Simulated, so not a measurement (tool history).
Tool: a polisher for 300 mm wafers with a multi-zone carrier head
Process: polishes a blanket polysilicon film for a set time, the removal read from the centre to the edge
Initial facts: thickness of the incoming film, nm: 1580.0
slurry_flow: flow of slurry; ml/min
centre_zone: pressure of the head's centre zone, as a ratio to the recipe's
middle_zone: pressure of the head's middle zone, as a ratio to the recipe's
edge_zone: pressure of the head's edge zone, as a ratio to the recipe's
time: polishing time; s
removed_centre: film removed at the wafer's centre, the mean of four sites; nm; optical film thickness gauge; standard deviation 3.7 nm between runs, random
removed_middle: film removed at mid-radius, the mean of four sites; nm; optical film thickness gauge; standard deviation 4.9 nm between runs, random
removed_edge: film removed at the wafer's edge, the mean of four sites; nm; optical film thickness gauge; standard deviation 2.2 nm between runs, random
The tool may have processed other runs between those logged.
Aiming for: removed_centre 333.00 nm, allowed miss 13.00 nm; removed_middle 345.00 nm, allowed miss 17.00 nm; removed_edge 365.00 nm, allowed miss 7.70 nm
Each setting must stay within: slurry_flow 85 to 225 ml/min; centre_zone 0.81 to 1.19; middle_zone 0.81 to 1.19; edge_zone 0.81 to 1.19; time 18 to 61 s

run,hour,slurry_flow,centre_zone,middle_zone,edge_zone,time,removed_centre,removed_middle,removed_edge
1,0.0,145,1.00,1.00,1.00,39,408.32,404.73,405.88
2,0.8,135,0.98,0.98,0.99,39,394.60,395.36,402.28
3,8.3,120,0.98,0.98,0.99,39,389.60,385.19,396.10
4,15.2,115,0.96,0.97,0.98,39,370.62,388.39,388.63
5,18.1,110,0.95,0.95,0.98,39,372.00,367.80,387.99
6,22.8,110,0.95,0.95,0.98,35,329.18,332.47,344.54
7,31.3,115,0.94,0.95,0.99,35,333.67,344.46,349.87
8,36.8,125,0.91,0.90,1.05,35,331.94,330.14,361.53

Next run, 5 choices. One meets every target within its allowed miss, the rest don't. Which?
A,42.3,110,0.90,0.92,0.96,37,?,?,?
B,42.3,120,1.03,0.90,1.13,33,?,?,?
C,42.3,135,0.93,0.86,1.06,34,?,?,?
D,42.3,140,0.94,0.85,1.06,34,?,?,?
E,42.3,115,0.92,0.85,1.07,36,?,?,?

move,removed_centre,removed_middle,removed_edge
A,328.06,346.51,364.10
B,343.00,309.39,354.57
C,327.96,315.03,361.23
D,334.23,314.27,363.16
E,330.13,319.05,374.83
A: each result inside its tolerance
B: misses by more than the last run did
C: misses by more than the last run did
D: misses by more than the last run did
E: misses by more than the last run did
Move A is the one to make.
